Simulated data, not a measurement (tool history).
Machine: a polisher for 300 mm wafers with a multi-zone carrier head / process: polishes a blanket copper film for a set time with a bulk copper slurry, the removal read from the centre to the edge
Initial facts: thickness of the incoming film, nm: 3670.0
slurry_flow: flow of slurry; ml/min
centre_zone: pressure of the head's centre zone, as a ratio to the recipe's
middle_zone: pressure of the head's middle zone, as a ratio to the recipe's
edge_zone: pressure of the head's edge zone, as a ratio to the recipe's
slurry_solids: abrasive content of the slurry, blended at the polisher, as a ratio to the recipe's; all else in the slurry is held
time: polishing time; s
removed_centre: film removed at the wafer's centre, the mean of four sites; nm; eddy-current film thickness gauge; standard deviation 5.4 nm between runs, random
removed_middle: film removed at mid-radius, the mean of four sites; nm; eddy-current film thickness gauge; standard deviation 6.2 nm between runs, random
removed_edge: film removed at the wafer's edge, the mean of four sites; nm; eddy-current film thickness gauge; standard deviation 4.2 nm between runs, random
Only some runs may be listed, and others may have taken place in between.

run  hour  slurry_flow  centre_zone  middle_zone  edge_zone  slurry_solids  time  removed_centre  removed_middle  removed_edge
  1     0          195            1            1          1              1    54          612.11          600.46        592.82
  2   7.1          200         1.01            1          1              1    54          625.33          607.34        589.26
  3  10.6          205         1.02         0.99       1.01              1    54          626.16          600.97         599.5
  4  13.2          210         1.03         0.99       1.01              1    54          640.17          604.99        595.52
  5  14.4          215         1.04         0.99       1.01              1    54          650.24          610.65        601.24
  6  21.2          220         1.05         0.98       1.01              1    54          656.42          596.99        606.57

Estimate the outcome of run 7 from the log above:
  7  25.4          225         1.06         0.98       1.01              1    54               ?               ?             ?

Run 7 yielded removed_centre 669.07 nm, removed_middle 620.46 nm, removed_edge 597.43 nm.

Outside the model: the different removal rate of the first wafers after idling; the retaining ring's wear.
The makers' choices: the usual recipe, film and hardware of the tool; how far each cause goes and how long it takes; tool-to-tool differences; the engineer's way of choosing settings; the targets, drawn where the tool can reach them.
